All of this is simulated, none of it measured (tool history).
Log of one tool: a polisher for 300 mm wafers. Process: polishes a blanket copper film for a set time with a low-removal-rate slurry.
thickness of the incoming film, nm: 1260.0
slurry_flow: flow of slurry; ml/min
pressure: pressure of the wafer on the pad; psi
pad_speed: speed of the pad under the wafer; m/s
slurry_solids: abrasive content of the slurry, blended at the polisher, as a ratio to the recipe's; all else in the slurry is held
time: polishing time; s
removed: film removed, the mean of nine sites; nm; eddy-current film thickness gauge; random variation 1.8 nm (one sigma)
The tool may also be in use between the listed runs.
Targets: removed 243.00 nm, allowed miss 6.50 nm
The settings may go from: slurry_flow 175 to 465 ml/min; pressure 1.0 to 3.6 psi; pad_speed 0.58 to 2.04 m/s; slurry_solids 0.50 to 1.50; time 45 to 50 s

run,hour,slurry_flow,pressure,pad_speed,slurry_solids,time,removed
1,0.0,295,2.3,1.30,1.00,50,156.97
2,4.7,295,2.4,1.30,1.00,50,165.78
3,6.4,295,2.8,1.30,1.00,50,192.09
4,13.4,295,2.9,1.30,1.00,50,199.36
5,14.6,255,2.9,1.30,1.00,50,195.07
6,20.1,265,2.9,1.30,1.00,50,196.18
7,28.4,275,2.9,1.30,1.00,50,196.40
8,32.6,285,2.9,1.30,1.00,50,196.99

4 next moves are on the table. One of them brings every result within its allowed miss. Which?
A,36.8,425,3.0,1.38,1.35,48,?
B,36.8,305,3.6,1.38,1.10,50,?
C,36.8,275,3.1,1.52,1.00,50,?
D,36.8,215,2.9,1.60,1.10,49,?

move,removed
A,225.16
B,264.54
C,242.60
D,229.82
A: nearer than the last run, and not there yet
B: takes the result that was furthest off past its target
C: meets every target
D: nearer than the last run, and not there yet
Move C is the one to make.
